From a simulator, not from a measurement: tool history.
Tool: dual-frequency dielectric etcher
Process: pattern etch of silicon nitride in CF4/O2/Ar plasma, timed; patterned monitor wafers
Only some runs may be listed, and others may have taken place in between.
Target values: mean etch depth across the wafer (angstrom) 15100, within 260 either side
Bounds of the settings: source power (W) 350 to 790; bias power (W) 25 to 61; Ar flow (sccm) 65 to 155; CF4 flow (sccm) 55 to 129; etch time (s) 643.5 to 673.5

run    day  source power (W)  bias power (W)  Ar flow (sccm)  CF4 flow (sccm)  etch time (s)  mean etch depth across the wafer (angstrom)
  1      0               570              43             110               92          643.5                                        12489
  2  0.054               600              43             110               92          643.5                                        13027
  3  0.117               600              43             110               92          673.5                                        13490
  4  0.254               620              43             110               92          673.5                                        14018
  5  0.429               620              43             110              108          673.5                                        14178
  6  0.583               620              36             110              108          673.5                                        13196
  7    0.8               640              36             110              108          673.5                                        13585
  8  0.842               660              36             110              108          673.5                                        13843
  9  1.088               680              36             110              108          673.5                                        14334
 10  1.362               690              36             110              108          673.5                                        14494
 11  1.721               700              36             110              108          673.5                                        14507
 12  2.104               710              36             110              108          673.5                                        14814

Exactly one of the 5 candidate moves below puts every result within its allowed miss. Which one?
  A  2.488               790              31             121              113          643.5                                            ?
  B  2.488               790              34              87               96            647                                            ?
  C  2.488               740              33             103              106          668.5                                            ?
  D  2.488               690              39             111              108          655.5                                            ?
  E  2.488               690              37              99              105          650.5                                            ?

move  mean etch depth across the wafer (angstrom)
   A                                        14543
   B                                        15159
   C                                        14699
   D                                        14472
   E                                        14129
A: the biggest miss grows against the last run
B: meets every target
C: the biggest miss grows against the last run
D: the biggest miss grows against the last run
E: the biggest miss grows against the last run
The right move is B.
